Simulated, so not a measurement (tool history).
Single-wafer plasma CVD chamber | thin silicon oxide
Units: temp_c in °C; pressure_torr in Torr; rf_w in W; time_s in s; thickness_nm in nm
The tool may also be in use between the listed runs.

run    day  temp_c  pressure_torr  rf_w  time_s  thickness_nm
  1  0.000     405          0.581   370    6.64        9.1101
  2  0.262     405          0.490   370    6.64        7.7437
  3  0.438     405          0.542   370    6.64        8.5618
  4  0.567     405          0.542   325    6.64        7.8843
  5  0.654     405          0.591   325    6.64        8.5394
  6  0.833     405          0.631   325    6.64        9.0986
  7  1.192     405          0.663   325    6.64        9.6941
  8  1.221     405          0.684   325    6.64        9.9427
  9  1.571     405          0.702   325    6.64       10.2820

Run 10 comes next. What will it give?
 10  1.921     405          0.715   325    6.64             ?

{"run 10": {"thickness_nm": 10.394}}
